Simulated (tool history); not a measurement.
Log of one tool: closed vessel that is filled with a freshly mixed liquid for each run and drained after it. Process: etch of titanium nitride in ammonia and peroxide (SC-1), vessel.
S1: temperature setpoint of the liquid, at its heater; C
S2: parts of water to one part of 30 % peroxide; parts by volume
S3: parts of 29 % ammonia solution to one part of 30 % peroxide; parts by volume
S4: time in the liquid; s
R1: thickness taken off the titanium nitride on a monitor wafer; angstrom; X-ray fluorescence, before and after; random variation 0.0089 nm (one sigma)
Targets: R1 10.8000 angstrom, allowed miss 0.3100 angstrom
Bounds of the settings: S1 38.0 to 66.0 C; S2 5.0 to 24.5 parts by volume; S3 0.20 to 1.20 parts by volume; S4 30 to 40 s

| run | hour | S1 | S2 | S3 | S4 | R1 |
|---|---|---|---|---|---|---|
| 1 | 0.0 | 50.0 | 13.5 | 0.75 | 40 | 23.8170 |
| 2 | 8.9 | 56.0 | 13.5 | 0.75 | 40 | 35.6600 |
| 3 | 12.3 | 54.0 | 13.5 | 0.75 | 40 | 32.0980 |
| 4 | 19.9 | 52.5 | 13.5 | 0.75 | 40 | 29.0180 |
| 5 | 27.1 | 52.5 | 13.5 | 0.95 | 40 | 29.4370 |
| 6 | 30.6 | 58.5 | 13.5 | 0.95 | 40 | 45.0440 |
| 7 | 38.6 | 56.0 | 13.5 | 0.95 | 40 | 37.6350 |
| 8 | 43.4 | 54.0 | 13.5 | 0.95 | 40 | 33.5510 |
| 9 | 48.6 | 46.0 | 16.5 | 0.95 | 40 | 16.8960 |
| 10 | 55.6 | 45.5 | 16.5 | 0.95 | 40 | 16.4540 |
| 11 | 58.4 | 45.0 | 16.5 | 0.95 | 40 | 16.1150 |
| 12 | 62.8 | 44.5 | 16.5 | 0.95 | 40 | 15.1200 |
| 13 | 64.7 | 39.0 | 16.5 | 0.95 | 40 | 10.2220 |

4 next moves are on the table. One of them brings every result within its allowed miss. Which?
| A | 66.6 | 41.0 | 19.0 | 0.85 | 35 | ? |
| B | 66.6 | 38.0 | 13.5 | 1.05 | 35 | ? |
| C | 66.6 | 40.5 | 19.0 | 1.10 | 40 | ? |
| D | 66.6 | 39.0 | 13.0 | 0.40 | 40 | ? |

| move | R1 |
|---|---|
| A | 9.4772 |
| B | 9.4293 |
| C | 10.9130 |
| D | 10.0280 |
A: further off than the last run
B: further off than the last run
C: meets every target
D: further off than the last run
Answer: C
